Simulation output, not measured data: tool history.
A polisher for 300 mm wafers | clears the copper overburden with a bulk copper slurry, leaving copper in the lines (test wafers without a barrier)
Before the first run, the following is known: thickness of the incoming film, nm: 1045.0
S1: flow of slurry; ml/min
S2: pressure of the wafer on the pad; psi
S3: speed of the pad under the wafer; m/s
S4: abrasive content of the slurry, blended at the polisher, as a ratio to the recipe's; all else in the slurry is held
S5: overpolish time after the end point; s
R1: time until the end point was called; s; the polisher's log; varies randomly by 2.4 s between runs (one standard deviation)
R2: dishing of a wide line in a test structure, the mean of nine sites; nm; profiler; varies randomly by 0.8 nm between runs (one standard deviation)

run 1 day=0 | S1=315 S2=2.7 S3=1.28 S4=1 S5=11 | R1=102.21 R2=79.844
run 2 day=0.05 | S1=315 S2=2.1 S3=1.28 S4=1 S5=11 | R1=124.83 R2=62.325
run 3 day=0.4 | S1=315 S2=2 S3=1.3 S4=1 S5=9 | R1=130.16 R2=50.891
run 4 day=0.512 | S1=315 S2=2 S3=1.3 S4=1 S5=13 | R1=130.37 R2=68.413
run 5 day=0.854 | S1=315 S2=2 S3=1.48 S4=1 S5=13 | R1=115.7 R2=79.008
run 6 day=1.025 | S1=315 S2=2 S3=1.2 S4=1 S5=13 | R1=138.52 R2=66.872
run 7 day=1.054 | S1=315 S2=2 S3=1.2 S4=1 S5=13 | R1=139.11 R2=66.973

Forecast run 8:
run 8 day=1.283 | S1=315 S2=1.9 S3=1.24 S4=1 S5=10 | R1=? R2=?

{"run 8": {"R1": 142.8, "R2": 53.316}}
